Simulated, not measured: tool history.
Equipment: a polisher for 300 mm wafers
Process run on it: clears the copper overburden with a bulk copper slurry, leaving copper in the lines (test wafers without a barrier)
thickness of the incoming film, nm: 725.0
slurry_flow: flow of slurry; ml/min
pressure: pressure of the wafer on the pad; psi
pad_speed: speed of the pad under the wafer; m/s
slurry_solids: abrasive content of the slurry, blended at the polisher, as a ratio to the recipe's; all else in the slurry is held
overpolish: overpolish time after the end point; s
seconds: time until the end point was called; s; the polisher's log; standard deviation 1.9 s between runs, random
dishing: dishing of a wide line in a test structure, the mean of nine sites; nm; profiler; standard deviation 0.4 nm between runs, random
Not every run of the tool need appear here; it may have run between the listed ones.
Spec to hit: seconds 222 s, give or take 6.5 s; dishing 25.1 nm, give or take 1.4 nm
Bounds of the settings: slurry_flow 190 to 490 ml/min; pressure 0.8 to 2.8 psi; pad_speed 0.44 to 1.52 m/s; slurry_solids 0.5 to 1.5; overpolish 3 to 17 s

run    day  slurry_flow  pressure  pad_speed  slurry_solids  overpolish  seconds  dishing
  1      0          315       1.8       0.98              1           9   121.47   40.107
  2  0.104          315       1.8       0.98              1          12   119.22   51.153
  3  0.192          315       1.5       0.98              1          12   141.21   44.274
  4  0.412          315       1.1       0.98              1          12   181.57   34.469
  5  0.592          315         1       0.98              1          12   196.65   32.083
  6  0.879          315       0.9       0.98              1          12   213.19   29.933
  7  0.921          315       0.9       0.98              1          11   211.42   28.767
  8  0.983          315       0.9       0.98              1          10   212.22   25.886
  9  1.208          310       0.9       0.98              1          10   214.41   26.538
 10  1.412          305       0.9       0.98              1          10   214.76   25.354
 11  1.542          300       0.9       0.98              1          10   212.39   25.267
 12  1.596          300       0.8       0.98              1          10   233.93   24.202
 13  1.696          305       0.9       0.98              1          10   213.81   24.993
 14  2.042          280       0.8       0.98              1          10   234.32   23.517
 15  2.308          295       0.8       0.98              1          10   234.61    23.31
 16  2.688          310       0.8       0.98              1          10   231.45   24.207
 17  2.812          320       0.8       0.98              1          10   232.75   23.851

Consider the 5 candidate settings below. Which is the only one whose results all fall within their allowed miss of target?
  A  2.938          300       0.8       1.02            1.1          10        ?        ?
  B  2.938          340       0.9       0.84           1.05          11        ?        ?
  C  2.938          325         1        0.9           1.05           8        ?        ?
  D  2.938          370       0.8          1              1           9        ?        ?
  E  2.938          315       0.8       0.98           0.85           9        ?        ?

move  seconds  dishing
   A   221.15    24.99
   B   244.35    25.03
   C   211.35   21.513
   D   226.45   22.281
   E   240.79   21.084
A: all results in spec
B: the biggest miss grows against the last run
C: takes the biggest miss from the last run beyond its target
D: brings the result that was furthest off to its target, and leaves another outside
E: the biggest miss grows against the last run
The move that meets every target is A.

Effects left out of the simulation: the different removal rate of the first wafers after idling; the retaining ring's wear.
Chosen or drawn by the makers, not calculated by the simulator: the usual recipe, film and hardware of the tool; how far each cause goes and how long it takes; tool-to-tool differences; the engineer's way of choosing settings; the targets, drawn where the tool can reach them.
